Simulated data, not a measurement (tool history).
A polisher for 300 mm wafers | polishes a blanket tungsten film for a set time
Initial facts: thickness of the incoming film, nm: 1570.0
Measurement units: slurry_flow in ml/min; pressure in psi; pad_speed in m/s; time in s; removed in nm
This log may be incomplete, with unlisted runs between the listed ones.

run	hour	slurry_flow	pressure	pad_speed	slurry_solids	time	removed
1	0.0	140	3.9	1.32	1.0	78	453.22
2	3.9	140	3.0	1.32	1.0	78	343.02
3	7.9	165	3.0	1.32	1.0	78	365.80
4	12.5	155	2.7	1.22	1.0	78	295.06
5	15.7	150	2.5	1.18	1.0	78	264.69
6	24.5	145	2.3	1.14	1.0	78	237.44
7	29.2	140	2.2	1.12	1.0	78	217.02
8	35.1	130	2.1	1.12	1.0	78	205.41
9	35.6	130	2.1	1.12	1.0	78	209.34
10	44.4	125	2.0	1.12	1.0	78	192.65
11	49.8	120	2.0	1.12	1.0	78	194.39
12	55.8	115	2.0	1.12	1.0	78	186.23

Predict the results of run 13:
13	62.0	110	2.0	1.12	1.0	78	?

{"run 13": {"removed": 189.19}}
